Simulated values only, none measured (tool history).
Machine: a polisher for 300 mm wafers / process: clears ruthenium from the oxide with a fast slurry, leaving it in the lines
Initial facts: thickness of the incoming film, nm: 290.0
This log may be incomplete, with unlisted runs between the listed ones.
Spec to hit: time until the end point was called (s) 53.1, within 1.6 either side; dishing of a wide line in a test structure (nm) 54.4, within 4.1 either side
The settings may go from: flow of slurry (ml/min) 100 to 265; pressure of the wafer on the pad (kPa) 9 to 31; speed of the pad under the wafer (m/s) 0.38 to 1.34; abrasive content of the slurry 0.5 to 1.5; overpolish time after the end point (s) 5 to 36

| run | hour | flow of slurry (ml/min) | pressure of the wafer on the pad (kPa) | speed of the pad under the wafer (m/s) | abrasive content of the slurry | overpolish time after the end point (s) | time until the end point was called (s) | dishing of a wide line in a test structure (nm) |
|---|---|---|---|---|---|---|---|---|
| 1 | 0 | 170 | 20 | 0.86 | 1 | 18 | 95.416 | 46.023 |
| 2 | 4.1 | 170 | 20 | 0.96 | 1 | 18 | 85.713 | 50.236 |
| 3 | 8.8 | 180 | 22.8 | 0.96 | 1 | 16 | 74.114 | 51.494 |
| 4 | 14.6 | 180 | 22.8 | 0.96 | 1.15 | 16 | 70.076 | 58.065 |
| 5 | 15.8 | 180 | 22.8 | 0.96 | 1.3 | 16 | 66.086 | 59.796 |
| 6 | 21.6 | 185 | 24.1 | 0.96 | 1.3 | 14 | 61.772 | 53.119 |
| 7 | 28.8 | 190 | 24.8 | 0.96 | 1.3 | 14 | 59.776 | 57.937 |
| 8 | 33.7 | 220 | 26.9 | 0.98 | 1.3 | 9 | 53.322 | 42.508 |

Pick the move, out of 5, that brings all results within their allowed miss; only one does.
| A | 38.6 | 200 | 26.2 | 0.96 | 1.5 | 12 | ? | ? |
| B | 38.6 | 205 | 26.9 | 0.94 | 1.25 | 10 | ? | ? |
| C | 38.6 | 200 | 30.3 | 0.9 | 1.2 | 16 | ? | ? |
| D | 38.6 | 220 | 27.6 | 0.98 | 1.3 | 14 | ? | ? |
| E | 38.6 | 210 | 26.2 | 0.98 | 1.35 | 10 | ? | ? |

| move | time until the end point was called (s) | dishing of a wide line in a test structure (nm) |
|---|---|---|
| A | 51.986 | 54.645 |
| B | 55.76 | 44.106 |
| C | 52.884 | 67.976 |
| D | 50.834 | 63.105 |
| E | 52.876 | 46.174 |
A: all results in spec
B: gains on the last run, yet a result remains outside its allowed miss
C: takes the biggest miss from the last run beyond its target
D: takes the biggest miss from the last run beyond its target
E: gains on the last run, yet a result remains outside its allowed miss
So the answer is move A, the one that meets all the targets.

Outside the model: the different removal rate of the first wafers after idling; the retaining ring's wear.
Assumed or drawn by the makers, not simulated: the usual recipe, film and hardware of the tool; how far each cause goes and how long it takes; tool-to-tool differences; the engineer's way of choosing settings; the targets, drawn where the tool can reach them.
